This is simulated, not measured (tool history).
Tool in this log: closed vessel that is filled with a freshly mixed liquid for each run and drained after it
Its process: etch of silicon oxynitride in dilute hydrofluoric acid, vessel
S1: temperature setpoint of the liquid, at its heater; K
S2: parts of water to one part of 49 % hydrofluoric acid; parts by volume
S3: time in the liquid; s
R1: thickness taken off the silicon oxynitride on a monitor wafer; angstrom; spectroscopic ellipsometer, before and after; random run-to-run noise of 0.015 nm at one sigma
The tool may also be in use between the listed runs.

run    day      S1   S2   S3      R1
  1  0.000  293.15  245  490  63.484
  2  0.371  293.15  195  490  82.523
  3  0.496  292.65  210  490  73.913
  4  0.767  292.15  225  490  66.758
  5  0.992  290.15  225  490  60.972
  6  1.396  290.15  235  490  58.244
  7  1.675  290.15  245  490  55.333
  8  2.021  290.15  250  490  54.243
  9  2.283  290.15  255  490  53.017

Estimate the outcome of run 10 from the log above:
 10  2.375  290.15  260  490   ?

{"run 10": {"R1": 51.545}}
